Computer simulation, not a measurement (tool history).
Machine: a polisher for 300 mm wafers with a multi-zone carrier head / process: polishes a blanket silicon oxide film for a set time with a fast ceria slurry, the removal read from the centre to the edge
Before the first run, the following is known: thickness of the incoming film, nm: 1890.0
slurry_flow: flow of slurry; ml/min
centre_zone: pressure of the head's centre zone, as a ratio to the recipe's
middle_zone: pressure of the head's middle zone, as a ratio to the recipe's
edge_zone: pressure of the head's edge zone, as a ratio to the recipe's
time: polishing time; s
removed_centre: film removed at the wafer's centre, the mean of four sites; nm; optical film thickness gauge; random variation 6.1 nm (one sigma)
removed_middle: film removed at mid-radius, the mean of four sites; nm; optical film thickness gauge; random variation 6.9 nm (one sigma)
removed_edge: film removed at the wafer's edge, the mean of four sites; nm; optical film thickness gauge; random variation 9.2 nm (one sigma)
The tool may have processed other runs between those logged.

| run | day | slurry_flow | centre_zone | middle_zone | edge_zone | time | removed_centre | removed_middle | removed_edge |
|---|---|---|---|---|---|---|---|---|---|
| 1 | 0.000 | 175 | 1.00 | 1.00 | 1.00 | 82 | 518.10 | 529.60 | 532.52 |
| 2 | 0.042 | 175 | 1.00 | 1.00 | 1.00 | 65 | 411.19 | 419.28 | 413.79 |
| 3 | 0.129 | 180 | 1.01 | 1.02 | 1.01 | 69 | 447.37 | 447.66 | 449.78 |
| 4 | 0.196 | 180 | 1.01 | 1.02 | 1.06 | 69 | 448.63 | 452.47 | 460.70 |
| 5 | 0.362 | 185 | 1.01 | 1.04 | 1.05 | 72 | 469.47 | 479.77 | 474.31 |
| 6 | 0.521 | 155 | 1.01 | 1.04 | 1.05 | 72 | 455.89 | 469.77 | 458.13 |

Run 7, settings as shown, results not yet in. Your forecast:
| 7 | 0.604 | 160 | 1.01 | 1.06 | 1.05 | 75 | ? | ? | ? |

{"run 7": {"removed_centre": 469.14, "removed_middle": 489.23, "removed_edge": 480.78}}
